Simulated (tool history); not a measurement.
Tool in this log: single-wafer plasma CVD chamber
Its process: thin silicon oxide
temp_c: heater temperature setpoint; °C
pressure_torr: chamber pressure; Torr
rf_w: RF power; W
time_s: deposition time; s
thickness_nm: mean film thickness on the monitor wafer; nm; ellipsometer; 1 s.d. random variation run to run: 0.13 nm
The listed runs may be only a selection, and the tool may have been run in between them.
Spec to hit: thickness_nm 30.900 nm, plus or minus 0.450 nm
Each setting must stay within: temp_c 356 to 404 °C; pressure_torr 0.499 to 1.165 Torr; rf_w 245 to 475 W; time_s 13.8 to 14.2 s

Run 1, day 0.000: temp_c 380 °C, pressure_torr 0.832 Torr, rf_w 360 W, time_s 13.8 s. Result: thickness_nm 26.101 nm.
Run 2, day 0.279: temp_c 380 °C, pressure_torr 0.905 Torr, rf_w 360 W, time_s 13.8 s. Result: thickness_nm 28.116 nm.
Run 3, day 0.388: temp_c 370 °C, pressure_torr 0.905 Torr, rf_w 360 W, time_s 13.8 s. Result: thickness_nm 28.576 nm.
Run 4, day 0.542: temp_c 370 °C, pressure_torr 0.905 Torr, rf_w 360 W, time_s 13.8 s. Result: thickness_nm 28.413 nm.
Run 5, day 0.629: temp_c 375 °C, pressure_torr 0.905 Torr, rf_w 360 W, time_s 13.8 s. Result: thickness_nm 28.440 nm.
Run 6, day 0.654: temp_c 375 °C, pressure_torr 0.917 Torr, rf_w 360 W, time_s 13.8 s. Result: thickness_nm 28.582 nm.
Run 7, day 0.979: temp_c 375 °C, pressure_torr 0.929 Torr, rf_w 360 W, time_s 13.8 s. Result: thickness_nm 29.084 nm.
Run 8, day 1.200: temp_c 375 °C, pressure_torr 0.938 Torr, rf_w 360 W, time_s 13.8 s. Result: thickness_nm 29.188 nm.
Run 9, day 1.558: temp_c 375 °C, pressure_torr 0.947 Torr, rf_w 360 W, time_s 13.8 s. Result: thickness_nm 29.334 nm.
Run 10, day 1.583: temp_c 374 °C, pressure_torr 0.955 Torr, rf_w 360 W, time_s 13.8 s. Result: thickness_nm 29.624 nm.

Next run, 4 choices. One meets every target within its allowed miss, the rest don't. Which?
Run A, day 1.608: temp_c 378 °C, pressure_torr 0.971 Torr, rf_w 370 W, time_s 14.0 s. Result: thickness_nm ?.
Run B, day 1.608: temp_c 384 °C, pressure_torr 0.986 Torr, rf_w 380 W, time_s 14.2 s. Result: thickness_nm ?.
Run C, day 1.608: temp_c 371 °C, pressure_torr 0.941 Torr, rf_w 325 W, time_s 13.8 s. Result: thickness_nm ?.
Run D, day 1.608: temp_c 374 °C, pressure_torr 1.066 Torr, rf_w 340 W, time_s 14.0 s. Result: thickness_nm ?.

move  thickness_nm
   A        30.720
   B        31.641
   C        28.332
   D        31.916
A: each result inside its tolerance
B: carries the result that was furthest off beyond its target, to the other side
C: its largest miss is bigger than the last run's
D: carries the result that was furthest off beyond its target, to the other side
A meets every target.
